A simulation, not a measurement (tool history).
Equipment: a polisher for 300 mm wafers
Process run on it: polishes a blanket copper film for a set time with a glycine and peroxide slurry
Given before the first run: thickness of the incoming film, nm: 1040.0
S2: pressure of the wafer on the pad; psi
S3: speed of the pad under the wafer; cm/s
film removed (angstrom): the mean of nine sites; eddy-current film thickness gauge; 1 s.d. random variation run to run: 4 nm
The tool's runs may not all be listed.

Run 1, hour 0.0: flow of slurry (ml/min) 230, S2 2.5 psi, S3 80 cm/s, polishing time (s) 115. Result: film removed (angstrom) 5221.5.
Run 2, hour 2.0: flow of slurry (ml/min) 230, S2 2.5 psi, S3 98 cm/s, polishing time (s) 115. Result: film removed (angstrom) 6057.6.
Run 3, hour 5.6: flow of slurry (ml/min) 265, S2 2.5 psi, S3 98 cm/s, polishing time (s) 115. Result: film removed (angstrom) 6101.2.
Run 4, hour 7.0: flow of slurry (ml/min) 265, S2 2.2 psi, S3 94 cm/s, polishing time (s) 115. Result: film removed (angstrom) 5369.7.
Run 5, hour 14.2: flow of slurry (ml/min) 265, S2 2.2 psi, S3 94 cm/s, polishing time (s) 121. Result: film removed (angstrom) 5659.5.
Run 6, hour 22.1: flow of slurry (ml/min) 265, S2 2.7 psi, S3 94 cm/s, polishing time (s) 121. Result: film removed (angstrom) 6624.4.
Run 7, hour 28.2: flow of slurry (ml/min) 265, S2 2.4 psi, S3 88 cm/s, polishing time (s) 120. Result: film removed (angstrom) 5713.6.

Expected results for the next run?
Run 8, hour 30.7: flow of slurry (ml/min) 265, S2 2.1 psi, S3 84 cm/s, polishing time (s) 120. Result: film removed (angstrom) ?.

For run 8 the tool returned film removed (angstrom) 4960.6.
